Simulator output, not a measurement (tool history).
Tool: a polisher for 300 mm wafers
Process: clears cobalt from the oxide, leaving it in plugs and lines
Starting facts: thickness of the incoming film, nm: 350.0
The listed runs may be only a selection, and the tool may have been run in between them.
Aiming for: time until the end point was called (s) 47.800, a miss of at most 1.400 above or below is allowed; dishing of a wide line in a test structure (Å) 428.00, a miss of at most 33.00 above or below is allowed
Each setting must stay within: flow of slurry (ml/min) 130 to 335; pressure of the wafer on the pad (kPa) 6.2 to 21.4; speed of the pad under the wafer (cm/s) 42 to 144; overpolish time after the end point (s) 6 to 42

run  hour  flow of slurry (ml/min)  pressure of the wafer on the pad (kPa)  speed of the pad under the wafer (cm/s)  overpolish time after the end point (s)  time until the end point was called (s)  dishing of a wide line in a test structure (Å)
  1   0.0                      215                                    13.8                                       92                                       21                                   85.208                                          482.54
  2   0.9                      215                                    16.5                                       92                                       21                                   72.869                                          492.04
  3   6.6                      220                                    17.9                                       96                                       18                                   65.371                                          493.96
  4  15.4                      170                                    17.9                                       96                                       18                                   68.086                                          483.41
  5  18.2                      195                                    18.6                                       98                                       15                                   63.345                                          450.13
  6  23.7                      215                                    19.3                                      100                                       13                                   59.327                                          429.76
  7  31.2                      230                                    20.0                                      102                                       12                                   57.289                                          428.75
  8  32.5                      230                                    20.7                                      106                                       11                                   52.448                                          436.54
  9  38.4                      230                                    20.7                                      108                                       10                                   51.931                                          414.79
 10  46.1                      230                                    20.7                                      110                                       10                                   50.589                                          416.44

Consider the 5 candidate settings below. Which is the only one whose results all fall within their allowed miss of target?
  A  53.8                      200                                    19.3                                      128                                       17                                        ?                                               ?
  B  53.8                      225                                    21.4                                      114                                       13                                        ?                                               ?
  C  53.8                      250                                    21.4                                      112                                       10                                        ?                                               ?
  D  53.8                      235                                    21.4                                      112                                       18                                        ?                                               ?
  E  53.8                      255                                    21.4                                      112                                       14                                        ?                                               ?

move  time until the end point was called (s)  dishing of a wide line in a test structure (Å)
   A                                   47.237                                          539.84
   B                                   47.697                                          485.53
   C                                   47.941                                          425.88
   D                                   48.277                                          546.09
   E                                   47.838                                          500.46
A: brings the last run's worst result on target, with another outside its allowed miss
B: brings the last run's worst result on target, with another outside its allowed miss
C: all results land within tolerance of their targets
D: brings the last run's worst result on target, with another outside its allowed miss
E: brings the last run's worst result on target, with another outside its allowed miss
Move C is the one to make.
